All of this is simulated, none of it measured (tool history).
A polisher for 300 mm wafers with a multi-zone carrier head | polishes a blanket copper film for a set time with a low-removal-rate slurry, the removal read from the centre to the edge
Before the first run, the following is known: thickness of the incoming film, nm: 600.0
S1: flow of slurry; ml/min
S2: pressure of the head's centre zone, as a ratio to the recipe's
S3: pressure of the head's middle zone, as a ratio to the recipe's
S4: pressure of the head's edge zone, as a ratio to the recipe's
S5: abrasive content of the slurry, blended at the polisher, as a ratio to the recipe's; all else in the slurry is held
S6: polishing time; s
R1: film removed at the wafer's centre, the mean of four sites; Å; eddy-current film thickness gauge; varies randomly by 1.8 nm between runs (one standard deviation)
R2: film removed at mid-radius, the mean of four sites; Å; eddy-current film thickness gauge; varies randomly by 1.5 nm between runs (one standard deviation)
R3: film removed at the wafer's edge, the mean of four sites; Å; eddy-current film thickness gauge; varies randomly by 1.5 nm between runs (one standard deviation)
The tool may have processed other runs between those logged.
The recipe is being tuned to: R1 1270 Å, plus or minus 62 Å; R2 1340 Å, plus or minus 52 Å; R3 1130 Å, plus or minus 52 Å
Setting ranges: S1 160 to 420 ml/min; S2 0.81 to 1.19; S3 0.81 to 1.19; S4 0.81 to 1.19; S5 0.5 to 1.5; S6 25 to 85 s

| run | hour | S1 | S2 | S3 | S4 | S5 | S6 | R1 | R2 | R3 |
|---|---|---|---|---|---|---|---|---|---|---|
| 1 | 0 | 270 | 1 | 1 | 1 | 1 | 55 | 1699.3 | 1735.5 | 1667.3 |
| 2 | 4.2 | 270 | 1 | 1.01 | 0.97 | 0.9 | 53 | 1633 | 1629 | 1569.9 |
| 3 | 9.8 | 275 | 1 | 1.04 | 0.95 | 0.85 | 50 | 1551.4 | 1590.1 | 1496.4 |
| 4 | 17.6 | 275 | 1.01 | 1.07 | 0.93 | 0.8 | 47 | 1447.4 | 1486.7 | 1356.1 |
| 5 | 19.8 | 275 | 1.01 | 1.04 | 0.93 | 0.8 | 47 | 1465.4 | 1458.6 | 1391.6 |
| 6 | 27.7 | 275 | 1.01 | 1.04 | 0.93 | 0.8 | 57 | 1736.4 | 1780.7 | 1679.1 |
| 7 | 36.5 | 275 | 1.02 | 1.07 | 0.92 | 0.8 | 53 | 1666 | 1689.6 | 1506.8 |
| 8 | 45.4 | 270 | 1.02 | 1.08 | 0.91 | 0.75 | 51 | 1570.7 | 1606.3 | 1442.8 |
| 9 | 48 | 310 | 1.06 | 1.17 | 0.84 | 0.55 | 38 | 1174.6 | 1266.7 | 1024.6 |
| 10 | 49.6 | 310 | 1.06 | 1.17 | 0.86 | 0.6 | 38 | 1239.5 | 1318.7 | 1053.7 |
| 11 | 55.8 | 310 | 1.06 | 1.16 | 0.87 | 0.6 | 38 | 1221.5 | 1288.5 | 1025.6 |
| 12 | 61.2 | 310 | 1.05 | 1.15 | 0.87 | 0.65 | 38 | 1188.2 | 1287 | 1043.1 |
| 13 | 66 | 310 | 1.05 | 1.14 | 0.88 | 0.65 | 38 | 1174.7 | 1258.9 | 1051.1 |

Below are 4 possible settings for the next run. Only one of them brings all results inside the allowed miss of their targets. Which is it?
| A | 70.8 | 285 | 1 | 1.14 | 0.89 | 0.6 | 38 | ? | ? | ? |
| B | 70.8 | 375 | 0.96 | 1.11 | 0.84 | 0.95 | 35 | ? | ? | ? |
| C | 70.8 | 330 | 1.03 | 1.11 | 0.84 | 0.7 | 41 | ? | ? | ? |
| D | 70.8 | 320 | 1.19 | 1.19 | 0.97 | 0.5 | 37 | ? | ? | ? |

| move | R1 | R2 | R3 |
|---|---|---|---|
| A | 1129.3 | 1253.9 | 1074.2 |
| B | 1089.1 | 1221.2 | 1037.3 |
| C | 1289.8 | 1362.9 | 1160.7 |
| D | 1270.6 | 1256.1 | 1076.9 |
A: misses by more than the last run did
B: misses by more than the last run did
C: all results in spec
D: no nearer and no further than the last run
Answer: C
